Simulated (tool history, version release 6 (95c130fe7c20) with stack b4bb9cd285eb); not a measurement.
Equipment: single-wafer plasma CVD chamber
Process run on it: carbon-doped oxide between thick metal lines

run,hour,heater temperature setpoint (deg C),chamber pressure (Torr),RF power (W),deposition time (s),mean film thickness on the monitor wafer (Å)
1,0,350,5.86,600,270,15099
2,8.6,350,5.86,600,270,15192
3,11.2,352,5.56,585,270,14544
4,19.5,341,5.56,585,270,15062
5,25.2,344,5.21,580,270,14557
6,33.6,344,5.68,580,270,14691

What will run 7 give?
7,42.1,345,5.41,570,270,?

Logged for run 7: mean film thickness on the monitor wafer (Å) 14379.
